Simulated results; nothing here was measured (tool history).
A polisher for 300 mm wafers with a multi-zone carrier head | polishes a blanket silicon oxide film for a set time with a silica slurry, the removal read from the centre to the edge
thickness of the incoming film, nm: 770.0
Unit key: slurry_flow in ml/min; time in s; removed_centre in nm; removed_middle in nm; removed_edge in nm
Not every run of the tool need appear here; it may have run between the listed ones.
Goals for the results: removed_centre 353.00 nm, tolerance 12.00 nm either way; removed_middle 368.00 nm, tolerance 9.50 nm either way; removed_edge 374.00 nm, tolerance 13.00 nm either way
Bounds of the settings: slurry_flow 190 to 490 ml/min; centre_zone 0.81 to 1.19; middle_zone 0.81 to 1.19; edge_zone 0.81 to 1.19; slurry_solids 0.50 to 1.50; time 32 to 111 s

{"run": 1, "day": 0.0, "slurry_flow": 315, "centre_zone": 1.0, "middle_zone": 1.0, "edge_zone": 1.0, "slurry_solids": 1.0, "time": 71, "removed_centre": 319.42, "removed_middle": 311.34, "removed_edge": 310.4}
{"run": 2, "day": 0.029, "slurry_flow": 315, "centre_zone": 1.0, "middle_zone": 1.0, "edge_zone": 1.08, "slurry_solids": 1.0, "time": 71, "removed_centre": 316.44, "removed_middle": 309.76, "removed_edge": 313.67}
{"run": 3, "day": 0.196, "slurry_flow": 315, "centre_zone": 0.99, "middle_zone": 1.0, "edge_zone": 1.09, "slurry_solids": 1.05, "time": 71, "removed_centre": 321.35, "removed_middle": 318.49, "removed_edge": 331.9}
{"run": 4, "day": 0.429, "slurry_flow": 315, "centre_zone": 0.95, "middle_zone": 1.0, "edge_zone": 1.09, "slurry_solids": 1.05, "time": 71, "removed_centre": 309.51, "removed_middle": 321.69, "removed_edge": 322.97}
{"run": 5, "day": 0.733, "slurry_flow": 360, "centre_zone": 0.95, "middle_zone": 1.0, "edge_zone": 1.09, "slurry_solids": 1.05, "time": 71, "removed_centre": 307.89, "removed_middle": 320.84, "removed_edge": 333.24}
{"run": 6, "day": 0.833, "slurry_flow": 360, "centre_zone": 0.95, "middle_zone": 1.0, "edge_zone": 1.04, "slurry_solids": 1.05, "time": 71, "removed_centre": 308.33, "removed_middle": 321.53, "removed_edge": 323.92}
{"run": 7, "day": 0.962, "slurry_flow": 370, "centre_zone": 0.96, "middle_zone": 1.01, "edge_zone": 1.06, "slurry_solids": 1.05, "time": 71, "removed_centre": 318.26, "removed_middle": 328.04, "removed_edge": 322.52}
{"run": 8, "day": 0.988, "slurry_flow": 365, "centre_zone": 0.96, "middle_zone": 1.01, "edge_zone": 1.07, "slurry_solids": 1.1, "time": 71, "removed_centre": 328.82, "removed_middle": 333.48, "removed_edge": 346.01}
{"run": 9, "day": 1.233, "slurry_flow": 370, "centre_zone": 0.96, "middle_zone": 1.02, "edge_zone": 1.08, "slurry_solids": 1.1, "time": 71, "removed_centre": 329.14, "removed_middle": 337.89, "removed_edge": 338.84}
{"run": 10, "day": 1.408, "slurry_flow": 375, "centre_zone": 0.96, "middle_zone": 1.02, "edge_zone": 1.09, "slurry_solids": 1.1, "time": 71, "removed_centre": 328.59, "removed_middle": 341.97, "removed_edge": 335.66}
{"run": 11, "day": 1.467, "slurry_flow": 375, "centre_zone": 0.96, "middle_zone": 1.02, "edge_zone": 1.09, "slurry_solids": 1.15, "time": 71, "removed_centre": 332.96, "removed_middle": 348.36, "removed_edge": 344.21}
{"run": 12, "day": 1.504, "slurry_flow": 380, "centre_zone": 0.96, "middle_zone": 1.02, "edge_zone": 1.1, "slurry_solids": 1.15, "time": 71, "removed_centre": 334.02, "removed_middle": 345.93, "removed_edge": 357.12}
{"run": 13, "day": 1.875, "slurry_flow": 385, "centre_zone": 0.96, "middle_zone": 1.03, "edge_zone": 1.11, "slurry_solids": 1.15, "time": 71, "removed_centre": 334.4, "removed_middle": 353.01, "removed_edge": 353.71}
{"run": 14, "day": 1.912, "slurry_flow": 390, "centre_zone": 0.97, "middle_zone": 1.03, "edge_zone": 1.12, "slurry_solids": 1.15, "time": 71, "removed_centre": 339.88, "removed_middle": 350.98, "removed_edge": 354.88}
{"run": 15, "day": 2.012, "slurry_flow": 395, "centre_zone": 0.97, "middle_zone": 1.03, "edge_zone": 1.13, "slurry_solids": 1.15, "time": 71, "removed_centre": 337.02, "removed_middle": 350.8, "removed_edge": 356.9}
{"run": 16, "day": 2.358, "slurry_flow": 395, "centre_zone": 0.97, "middle_zone": 1.03, "edge_zone": 1.14, "slurry_solids": 1.15, "time": 71, "removed_centre": 345.52, "removed_middle": 350.79, "removed_edge": 359.39}

4 next moves are on the table. One of them brings every result within its allowed miss. Which?
{"run": "A", "day": 2.704, "slurry_flow": 315, "centre_zone": 1.06, "middle_zone": 1.13, "edge_zone": 1.14, "slurry_solids": 1.15, "time": 68, "removed_centre": "?", "removed_middle": "?", "removed_edge": "?"}
{"run": "B", "day": 2.704, "slurry_flow": 305, "centre_zone": 1.0, "middle_zone": 1.07, "edge_zone": 1.17, "slurry_solids": 1.35, "time": 68, "removed_centre": "?", "removed_middle": "?", "removed_edge": "?"}
{"run": "C", "day": 2.704, "slurry_flow": 405, "centre_zone": 0.99, "middle_zone": 1.08, "edge_zone": 1.15, "slurry_solids": 1.15, "time": 69, "removed_centre": "?", "removed_middle": "?", "removed_edge": "?"}
{"run": "D", "day": 2.704, "slurry_flow": 315, "centre_zone": 1.01, "middle_zone": 1.01, "edge_zone": 1.19, "slurry_solids": 1.2, "time": 70, "removed_centre": "?", "removed_middle": "?", "removed_edge": "?"}

move=A removed_centre=346.85 removed_middle=357.15 removed_edge=337.24
move=B removed_centre=354.26 removed_middle=370.05 removed_edge=370.97
move=C removed_centre=334.91 removed_middle=355.40 removed_edge=348.69
move=D removed_centre=347.94 removed_middle=343.18 removed_edge=364.05
A: moves away from the targets compared with the last run
B: all results land within tolerance of their targets
C: moves away from the targets compared with the last run
D: moves away from the targets compared with the last run
So the answer is move B, the one that meets all the targets.
